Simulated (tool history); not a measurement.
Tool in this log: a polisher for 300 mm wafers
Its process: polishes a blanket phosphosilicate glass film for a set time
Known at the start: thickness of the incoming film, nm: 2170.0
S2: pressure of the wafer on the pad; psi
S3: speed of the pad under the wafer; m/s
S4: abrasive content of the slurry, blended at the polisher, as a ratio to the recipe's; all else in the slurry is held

{"run": 1, "hour": 0.0, "flow of slurry (ml/min)": 165, "S2": 2.6, "S3": 0.86, "S4": 1, "polishing time (s)": 97, "film removed (nm)": 559.17}
{"run": 2, "hour": 2.3, "flow of slurry (ml/min)": 165, "S2": 2.6, "S3": 0.72, "S4": 1, "polishing time (s)": 97, "film removed (nm)": 472.51}
{"run": 3, "hour": 8.6, "flow of slurry (ml/min)": 165, "S2": 3.1, "S3": 0.72, "S4": 1, "polishing time (s)": 97, "film removed (nm)": 544.54}
{"run": 4, "hour": 11.7, "flow of slurry (ml/min)": 165, "S2": 2.6, "S3": 0.68, "S4": 1, "polishing time (s)": 97, "film removed (nm)": 448.14}
{"run": 5, "hour": 13.5, "flow of slurry (ml/min)": 165, "S2": 2.2, "S3": 0.66, "S4": 1, "polishing time (s)": 97, "film removed (nm)": 381.03}
{"run": 6, "hour": 20.8, "flow of slurry (ml/min)": 125, "S2": 2.2, "S3": 0.66, "S4": 1, "polishing time (s)": 97, "film removed (nm)": 368.49}
{"run": 7, "hour": 26.3, "flow of slurry (ml/min)": 125, "S2": 2.2, "S3": 0.66, "S4": 1, "polishing time (s)": 97, "film removed (nm)": 374.68}
{"run": 8, "hour": 27.4, "flow of slurry (ml/min)": 125, "S2": 1.9, "S3": 0.64, "S4": 1, "polishing time (s)": 97, "film removed (nm)": 320.47}
{"run": 9, "hour": 32.9, "flow of slurry (ml/min)": 125, "S2": 1.8, "S3": 0.64, "S4": 1, "polishing time (s)": 97, "film removed (nm)": 309.67}

Estimate the outcome of run 10 from the log above:
{"run": 10, "hour": 37.8, "flow of slurry (ml/min)": 125, "S2": 1.7, "S3": 0.64, "S4": 1, "polishing time (s)": 97, "film removed (nm)": "?"}

film removed (nm): 291.57
